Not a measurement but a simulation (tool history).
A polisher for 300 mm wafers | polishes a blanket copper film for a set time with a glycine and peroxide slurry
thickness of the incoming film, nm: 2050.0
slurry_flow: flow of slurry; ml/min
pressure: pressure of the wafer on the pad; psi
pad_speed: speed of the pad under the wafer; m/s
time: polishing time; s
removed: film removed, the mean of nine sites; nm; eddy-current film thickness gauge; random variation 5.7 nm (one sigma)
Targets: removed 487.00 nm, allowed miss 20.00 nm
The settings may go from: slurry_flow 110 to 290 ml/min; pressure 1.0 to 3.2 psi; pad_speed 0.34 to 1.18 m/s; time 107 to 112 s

| run | day | slurry_flow | pressure | pad_speed | time | removed |
|---|---|---|---|---|---|---|
| 1 | 0.000 | 185 | 2.1 | 0.76 | 107 | 357.10 |
| 2 | 0.096 | 185 | 2.2 | 0.76 | 107 | 376.86 |
| 3 | 0.338 | 185 | 2.2 | 0.88 | 107 | 413.37 |
| 4 | 0.408 | 185 | 2.3 | 0.88 | 107 | 419.82 |
| 5 | 0.775 | 145 | 2.3 | 0.88 | 107 | 403.22 |
| 6 | 0.862 | 150 | 2.4 | 0.88 | 107 | 426.65 |
| 7 | 0.988 | 150 | 2.4 | 0.88 | 107 | 425.01 |
| 8 | 1.246 | 155 | 2.4 | 0.88 | 107 | 433.06 |
| 9 | 1.388 | 160 | 2.4 | 0.88 | 107 | 437.52 |
| 10 | 1.729 | 165 | 2.4 | 0.88 | 107 | 439.22 |

Which of these 5 next moves meets every target?
| A | 2.071 | 165 | 2.6 | 0.88 | 111 | ? |
| B | 2.071 | 165 | 2.3 | 0.82 | 107 | ? |
| C | 2.071 | 190 | 2.4 | 0.80 | 111 | ? |
| D | 2.071 | 180 | 2.2 | 0.82 | 109 | ? |
| E | 2.071 | 115 | 2.2 | 0.98 | 108 | ? |

| move | removed |
|---|---|
| A | 486.69 |
| B | 406.62 |
| C | 434.75 |
| D | 406.42 |
| E | 430.40 |
A: meets every target
B: further off than the last run
C: further off than the last run
D: further off than the last run
E: further off than the last run
Move A is the one to make.
